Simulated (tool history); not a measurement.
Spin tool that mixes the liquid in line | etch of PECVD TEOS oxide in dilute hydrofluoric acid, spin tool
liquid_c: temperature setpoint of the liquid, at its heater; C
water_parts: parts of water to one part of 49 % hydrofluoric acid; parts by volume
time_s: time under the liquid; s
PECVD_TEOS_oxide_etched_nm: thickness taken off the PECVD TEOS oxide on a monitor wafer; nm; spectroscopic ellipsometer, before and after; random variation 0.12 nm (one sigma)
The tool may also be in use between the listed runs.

Run 1, day 0.000: liquid_c 26.0 C, water_parts 115 parts by volume, time_s 295 s. Result: PECVD_TEOS_oxide_etched_nm 26.552 nm.
Run 2, day 0.033: liquid_c 23.0 C, water_parts 115 parts by volume, time_s 295 s. Result: PECVD_TEOS_oxide_etched_nm 23.401 nm.
Run 3, day 0.396: liquid_c 24.5 C, water_parts 115 parts by volume, time_s 295 s. Result: PECVD_TEOS_oxide_etched_nm 24.899 nm.
Run 4, day 0.433: liquid_c 25.5 C, water_parts 115 parts by volume, time_s 295 s. Result: PECVD_TEOS_oxide_etched_nm 26.155 nm.
Run 5, day 0.717: liquid_c 25.5 C, water_parts 115 parts by volume, time_s 315 s. Result: PECVD_TEOS_oxide_etched_nm 27.593 nm.
Run 6, day 0.908: liquid_c 25.5 C, water_parts 115 parts by volume, time_s 295 s. Result: PECVD_TEOS_oxide_etched_nm 25.756 nm.
Run 7, day 1.175: liquid_c 26.5 C, water_parts 115 parts by volume, time_s 295 s. Result: PECVD_TEOS_oxide_etched_nm 26.919 nm.
Run 8, day 1.354: liquid_c 27.5 C, water_parts 115 parts by volume, time_s 295 s. Result: PECVD_TEOS_oxide_etched_nm 27.923 nm.
Run 9, day 1.625: liquid_c 28.5 C, water_parts 115 parts by volume, time_s 295 s. Result: PECVD_TEOS_oxide_etched_nm 29.083 nm.

Forecast run 10:
Run 10, day 1.888: liquid_c 29.0 C, water_parts 115 parts by volume, time_s 295 s. Result: PECVD_TEOS_oxide_etched_nm ?.

{"run 10": {"PECVD_TEOS_oxide_etched_nm": 29.473}}
